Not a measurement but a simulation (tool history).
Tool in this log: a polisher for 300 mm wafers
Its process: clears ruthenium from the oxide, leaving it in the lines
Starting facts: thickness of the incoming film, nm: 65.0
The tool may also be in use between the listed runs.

| run | day | flow of slurry (ml/min) | pressure of the wafer on the pad (kPa) | speed of the pad under the wafer (cm/s) | overpolish time after the end point (s) | time until the end point was called (s) |
|---|---|---|---|---|---|---|
| 1 | 0 | 285 | 10.3 | 88 | 44 | 119.77 |
| 2 | 0.05 | 285 | 10.3 | 78 | 44 | 136.15 |
| 3 | 0.092 | 285 | 12.4 | 78 | 44 | 113.19 |
| 4 | 0.446 | 285 | 12.4 | 90 | 44 | 102.15 |
| 5 | 0.521 | 285 | 13.1 | 94 | 44 | 94.002 |
| 6 | 0.721 | 285 | 13.8 | 96 | 44 | 88.627 |

Run 7, settings as shown, results not yet in. Your forecast:
| 7 | 0.904 | 285 | 14.5 | 100 | 44 | ? |

Run 7 measured time until the end point was called (s) 81.216.
